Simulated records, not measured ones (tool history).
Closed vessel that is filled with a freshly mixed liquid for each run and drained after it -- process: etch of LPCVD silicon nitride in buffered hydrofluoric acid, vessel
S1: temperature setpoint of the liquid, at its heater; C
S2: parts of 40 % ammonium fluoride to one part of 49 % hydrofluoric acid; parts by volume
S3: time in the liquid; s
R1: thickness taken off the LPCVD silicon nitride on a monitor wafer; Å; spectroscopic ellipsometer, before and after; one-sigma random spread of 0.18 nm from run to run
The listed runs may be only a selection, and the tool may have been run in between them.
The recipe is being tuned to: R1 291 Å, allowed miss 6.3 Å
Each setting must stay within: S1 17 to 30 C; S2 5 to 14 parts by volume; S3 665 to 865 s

run	hour	S1	S2	S3	R1
1	0	22	8.5	865	127.88
2	1.6	22	8.5	865	129.03
3	11.3	22	8.5	865	127.08
4	18.8	24.5	7.5	865	166.43
5	27.8	26.5	7	865	201.33
6	35.1	27.5	6.5	865	228.34
7	42.6	28.5	6	865	255.68
8	51.8	30	5.5	865	298.68

5 next moves are on the table. One of them brings every result within its allowed miss. Which?
A	61	29.5	5	795	?
B	61	30	5	830	?
C	61	29	5	865	?
D	61	30	5	825	?
E	61	30	5	820	?

move	R1
A	291.76
B	312.68
C	309.23
D	310.8
E	308.92
A: hits every target within its allowed miss
B: moves away from the targets compared with the last run
C: moves away from the targets compared with the last run
D: moves away from the targets compared with the last run
E: moves away from the targets compared with the last run
Answer: A
